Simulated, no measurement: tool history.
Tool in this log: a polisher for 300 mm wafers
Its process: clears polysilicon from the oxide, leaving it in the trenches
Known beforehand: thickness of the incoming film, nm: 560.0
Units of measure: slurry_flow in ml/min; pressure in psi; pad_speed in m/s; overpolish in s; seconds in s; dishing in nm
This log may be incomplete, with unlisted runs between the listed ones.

| run | day | slurry_flow | pressure | pad_speed | overpolish | seconds | dishing |
|---|---|---|---|---|---|---|---|
| 1 | 0.000 | 280 | 2.6 | 1.08 | 9 | 34.581 | 50.517 |
| 2 | 0.158 | 280 | 2.6 | 0.86 | 9 | 44.365 | 46.413 |
| 3 | 0.238 | 245 | 2.6 | 0.86 | 9 | 44.261 | 46.485 |
| 4 | 0.350 | 245 | 2.6 | 0.86 | 6 | 44.092 | 38.363 |
| 5 | 0.667 | 245 | 2.4 | 0.86 | 6 | 47.742 | 37.548 |
| 6 | 0.875 | 245 | 2.4 | 1.00 | 6 | 40.763 | 40.714 |

For run 7, what comes out?
| 7 | 1.025 | 245 | 2.1 | 1.00 | 6 | ? | ? |

{"run 7": {"seconds": 46.2, "dishing": 38.659}}
